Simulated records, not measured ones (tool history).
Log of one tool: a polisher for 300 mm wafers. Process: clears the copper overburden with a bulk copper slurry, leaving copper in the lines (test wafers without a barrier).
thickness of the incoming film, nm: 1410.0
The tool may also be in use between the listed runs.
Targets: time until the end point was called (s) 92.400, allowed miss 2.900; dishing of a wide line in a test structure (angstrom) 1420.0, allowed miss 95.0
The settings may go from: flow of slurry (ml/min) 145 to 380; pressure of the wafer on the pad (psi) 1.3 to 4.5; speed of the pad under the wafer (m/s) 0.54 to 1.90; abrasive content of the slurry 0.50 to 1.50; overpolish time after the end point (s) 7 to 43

run  hour  flow of slurry (ml/min)  pressure of the wafer on the pad (psi)  speed of the pad under the wafer (m/s)  abrasive content of the slurry  overpolish time after the end point (s)  time until the end point was called (s)  dishing of a wide line in a test structure (angstrom)
  1   0.0                      245                                     2.9                                    1.22                            1.00                                       22                                  151.650                                                 1007.3
  2   1.9                      245                                     3.2                                    1.22                            1.00                                       22                                  136.020                                                 1076.1
  3   3.0                      245                                     3.5                                    1.22                            1.00                                       22                                  121.730                                                 1175.2
  4   5.4                      245                                     3.7                                    1.22                            1.00                                       22                                  119.000                                                 1155.1
  5  13.7                      245                                     4.0                                    1.22                            1.00                                       22                                  109.730                                                 1236.9
  6  20.5                      245                                     4.0                                    1.22                            1.15                                       22                                  105.250                                                 1247.7
     24.3  -- head pressure recalibrated
  7  24.3                      245                                     4.1                                    1.22                            1.15                                       23                                   95.310                                                 1343.9
  8  31.5                      245                                     4.1                                    1.22                            1.15                                       24                                   96.883                                                 1324.5

Which of these 4 next moves meets every target?
  A  38.7                      230                                     3.7                                    1.44                            1.20                                       32                                        ?                                                      ?
  B  38.7                      230                                     3.8                                    1.52                            1.10                                       27                                        ?                                                      ?
  C  38.7                      240                                     3.8                                    1.28                            1.05                                       33                                        ?                                                      ?
  D  38.7                      185                                     4.0                                    1.42                            1.25                                       27                                        ?                                                      ?

move  time until the end point was called (s)  dishing of a wide line in a test structure (angstrom)
   A                                   92.171                                                 1420.8
   B                                   86.774                                                 1401.3
   C                                  101.940                                                 1412.4
   D                                   88.653                                                 1411.4
A: meets every target
B: takes the result that was furthest off past its target
C: further off than the last run
D: takes the result that was furthest off past its target
The right move is A.
